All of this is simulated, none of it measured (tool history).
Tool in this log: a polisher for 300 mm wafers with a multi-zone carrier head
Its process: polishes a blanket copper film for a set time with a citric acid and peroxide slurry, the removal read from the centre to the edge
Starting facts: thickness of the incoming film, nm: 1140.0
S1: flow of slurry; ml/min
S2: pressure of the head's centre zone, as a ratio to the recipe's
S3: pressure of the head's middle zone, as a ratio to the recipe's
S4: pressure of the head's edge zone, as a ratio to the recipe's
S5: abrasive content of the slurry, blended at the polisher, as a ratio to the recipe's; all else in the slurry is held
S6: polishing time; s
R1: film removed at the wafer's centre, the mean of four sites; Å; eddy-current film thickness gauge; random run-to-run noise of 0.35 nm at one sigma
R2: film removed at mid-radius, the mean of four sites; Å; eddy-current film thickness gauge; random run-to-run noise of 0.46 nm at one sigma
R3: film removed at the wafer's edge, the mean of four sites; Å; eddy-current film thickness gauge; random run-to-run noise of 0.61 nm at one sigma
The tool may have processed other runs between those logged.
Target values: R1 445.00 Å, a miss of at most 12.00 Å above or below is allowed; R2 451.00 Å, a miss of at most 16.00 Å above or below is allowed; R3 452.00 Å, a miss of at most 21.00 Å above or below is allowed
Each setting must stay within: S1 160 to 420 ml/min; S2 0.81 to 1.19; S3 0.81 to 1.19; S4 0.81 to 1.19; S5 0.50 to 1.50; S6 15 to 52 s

| run | day | S1 | S2 | S3 | S4 | S5 | S6 | R1 | R2 | R3 |
|---|---|---|---|---|---|---|---|---|---|---|
| 1 | 0.000 | 270 | 1.00 | 1.00 | 1.00 | 1.00 | 33 | 605.71 | 622.53 | 639.51 |
| 2 | 0.188 | 270 | 1.00 | 1.00 | 1.00 | 1.00 | 39 | 730.74 | 721.26 | 734.92 |
| 3 | 0.308 | 270 | 1.00 | 1.00 | 1.07 | 1.00 | 39 | 726.14 | 734.70 | 762.80 |
| 4 | 0.454 | 315 | 1.00 | 1.00 | 1.07 | 1.00 | 39 | 742.15 | 757.06 | 778.74 |
| 5 | 0.771 | 380 | 1.00 | 1.00 | 1.07 | 1.00 | 39 | 755.89 | 749.88 | 785.26 |
| 6 | 1.054 | 380 | 1.00 | 1.06 | 1.07 | 1.00 | 39 | 757.35 | 801.13 | 803.11 |
| 7 | 1.358 | 345 | 0.90 | 0.96 | 0.97 | 0.75 | 29 | 480.66 | 513.81 | 526.58 |
| 8 | 1.558 | 340 | 0.90 | 0.95 | 0.94 | 0.70 | 29 | 474.55 | 497.74 | 496.87 |
| 9 | 1.838 | 265 | 0.87 | 0.88 | 0.88 | 0.65 | 29 | 444.23 | 446.37 | 475.02 |
| 10 | 2.096 | 265 | 0.87 | 0.88 | 0.87 | 0.65 | 29 | 443.16 | 443.63 | 491.05 |

Next run, 4 choices. One meets every target within its allowed miss, the rest don't. Which?
| A | 2.354 | 305 | 0.92 | 0.93 | 0.85 | 0.60 | 28 | ? | ? | ? |
| B | 2.354 | 230 | 0.88 | 0.95 | 0.88 | 0.55 | 29 | ? | ? | ? |
| C | 2.354 | 300 | 1.07 | 0.97 | 0.85 | 0.50 | 26 | ? | ? | ? |
| D | 2.354 | 160 | 0.85 | 0.82 | 0.83 | 0.65 | 34 | ? | ? | ? |

| move | R1 | R2 | R3 |
|---|---|---|---|
| A | 447.84 | 450.19 | 452.45 |
| B | 424.25 | 449.72 | 453.69 |
| C | 445.14 | 414.75 | 402.57 |
| D | 467.68 | 453.80 | 515.19 |
A: every result lands within tolerance
B: brings the result that was furthest off to its target, and leaves another outside
C: carries the result that was furthest off beyond its target, to the other side
D: misses by more than the last run did
So the answer is move A, the one that meets all the targets.

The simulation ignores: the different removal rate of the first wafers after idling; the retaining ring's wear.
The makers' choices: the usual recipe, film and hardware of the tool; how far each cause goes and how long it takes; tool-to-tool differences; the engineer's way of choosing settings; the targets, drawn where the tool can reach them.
